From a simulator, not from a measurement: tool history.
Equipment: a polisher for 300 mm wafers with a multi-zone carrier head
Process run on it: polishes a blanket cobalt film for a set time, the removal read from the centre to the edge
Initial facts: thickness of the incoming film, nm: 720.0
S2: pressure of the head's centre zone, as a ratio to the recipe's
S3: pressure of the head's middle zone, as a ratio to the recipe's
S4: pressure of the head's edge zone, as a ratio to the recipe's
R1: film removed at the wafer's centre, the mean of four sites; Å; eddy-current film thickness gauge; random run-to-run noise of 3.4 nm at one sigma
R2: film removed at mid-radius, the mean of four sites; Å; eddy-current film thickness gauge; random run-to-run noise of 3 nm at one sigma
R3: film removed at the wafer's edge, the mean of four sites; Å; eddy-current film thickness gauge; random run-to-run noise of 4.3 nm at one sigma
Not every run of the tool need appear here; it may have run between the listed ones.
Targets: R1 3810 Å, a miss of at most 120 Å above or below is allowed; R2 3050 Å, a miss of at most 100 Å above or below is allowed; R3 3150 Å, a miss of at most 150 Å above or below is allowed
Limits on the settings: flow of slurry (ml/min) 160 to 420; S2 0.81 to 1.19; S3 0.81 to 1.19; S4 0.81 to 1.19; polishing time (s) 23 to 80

Run 1, hour 0: flow of slurry (ml/min) 270, S2 1, S3 1, S4 1, polishing time (s) 51. Result: R1 2282 Å, R2 2210.1 Å, R3 2285.5 Å.
Run 2, hour 7.3: flow of slurry (ml/min) 270, S2 1, S3 1.06, S4 1, polishing time (s) 51. Result: R1 2273.6 Å, R2 2334.1 Å, R3 2275.1 Å.
Run 3, hour 11.3: flow of slurry (ml/min) 305, S2 1, S3 1.06, S4 1, polishing time (s) 51. Result: R1 2300.3 Å, R2 2304.9 Å, R3 2359.5 Å.
Run 4, hour 17.7: flow of slurry (ml/min) 310, S2 1.05, S3 1.06, S4 0.99, polishing time (s) 55. Result: R1 2587.7 Å, R2 2506.3 Å, R3 2491.1 Å.
Run 5, hour 26: flow of slurry (ml/min) 310, S2 1.05, S3 1.06, S4 0.99, polishing time (s) 48. Result: R1 2334.1 Å, R2 2209.5 Å, R3 2181.2 Å.
Run 6, hour 33.1: flow of slurry (ml/min) 325, S2 1.09, S3 1.05, S4 0.99, polishing time (s) 53. Result: R1 2653.1 Å, R2 2418.1 Å, R3 2411.5 Å.
Run 7, hour 38.6: flow of slurry (ml/min) 335, S2 1.12, S3 1.04, S4 0.99, polishing time (s) 56. Result: R1 2936.4 Å, R2 2556.6 Å, R3 2524.5 Å.
Run 8, hour 42.5: flow of slurry (ml/min) 345, S2 1.14, S3 1.04, S4 1.01, polishing time (s) 58. Result: R1 3003.6 Å, R2 2606.2 Å, R3 2681.6 Å.
Run 9, hour 49.4: flow of slurry (ml/min) 345, S2 1.14, S3 1.04, S4 1.01, polishing time (s) 58. Result: R1 3042.3 Å, R2 2644.2 Å, R3 2687.8 Å.
Run 10, hour 54.3: flow of slurry (ml/min) 350, S2 1.15, S3 1.03, S4 1, polishing time (s) 60. Result: R1 3215 Å, R2 2713 Å, R3 2786.6 Å.
Run 11, hour 62: flow of slurry (ml/min) 355, S2 1.16, S3 1.03, S4 1, polishing time (s) 62. Result: R1 3312.6 Å, R2 2821.2 Å, R3 2831.6 Å.
Run 12, hour 66.1: flow of slurry (ml/min) 360, S2 1.17, S3 1.02, S4 1, polishing time (s) 64. Result: R1 3473.4 Å, R2 2895.3 Å, R3 2946.9 Å.

Exercise: of the 4 proposed moves below, exactly one satisfies all targets within the stated allowed misses. Which move is it?
Run A, hour 70.2: flow of slurry (ml/min) 395, S2 1.05, S3 0.95, S4 1.17, polishing time (s) 62. Result: R1 ?, R2 ?, R3 ?.
Run B, hour 70.2: flow of slurry (ml/min) 330, S2 1.19, S3 0.97, S4 0.98, polishing time (s) 69. Result: R1 ?, R2 ?, R3 ?.
Run C, hour 70.2: flow of slurry (ml/min) 380, S2 1.1, S3 1.01, S4 1.11, polishing time (s) 60. Result: R1 ?, R2 ?, R3 ?.
Run D, hour 70.2: flow of slurry (ml/min) 320, S2 1.13, S3 0.9, S4 1.11, polishing time (s) 67. Result: R1 ?, R2 ?, R3 ?.

move      R1      R2      R3
   A  3025.2    2739  3145.5
   B  3760.6  3034.2  3169.1
   C  3059.2  2721.2  2954.8
   D  3455.4    2838  3267.3
A: the biggest miss grows against the last run
B: hits every target within its allowed miss
C: the biggest miss grows against the last run
D: the biggest miss grows against the last run
The move that meets every target is B.
